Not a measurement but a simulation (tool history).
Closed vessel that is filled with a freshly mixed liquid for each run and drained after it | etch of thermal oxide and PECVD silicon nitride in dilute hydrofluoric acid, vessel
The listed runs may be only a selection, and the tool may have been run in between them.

| run | hour | temperature setpoint of the liquid (C) | parts of water to one part of 49 % hydrofluoric acid (parts by volume) | time in the liquid (s) | thickness taken off the thermal oxide on a monitor wafer (angstrom) | thickness taken off the PECVD silicon nitride on a monitor wafer (angstrom) |
|---|---|---|---|---|---|---|
| 1 | 0.0 | 24.0 | 95 | 105 | 42.761 | 64.929 |
| 2 | 9.3 | 24.0 | 95 | 75 | 30.618 | 46.219 |
| 3 | 17.0 | 24.0 | 95 | 110 | 44.828 | 67.143 |
| 4 | 19.6 | 23.5 | 100 | 110 | 41.433 | 61.625 |
| 5 | 21.6 | 23.5 | 100 | 80 | 30.357 | 45.116 |
| 6 | 30.7 | 20.5 | 100 | 80 | 27.176 | 36.836 |
| 7 | 34.9 | 20.5 | 100 | 80 | 26.497 | 36.932 |
| 8 | 38.2 | 21.0 | 95 | 80 | 28.707 | 40.021 |
|  | 39.3 | thermometer replaced |
| 9 | 39.3 | 21.5 | 95 | 80 | 32.454 | 47.940 |

Run 10 comes next. What will it give?
| 10 | 47.2 | 21.5 | 90 | 85 | ? | ? |

Run 10 measured thickness taken off the thermal oxide on a monitor wafer (angstrom) 36.629, thickness taken off the PECVD silicon nitride on a monitor wafer (angstrom) 53.156.
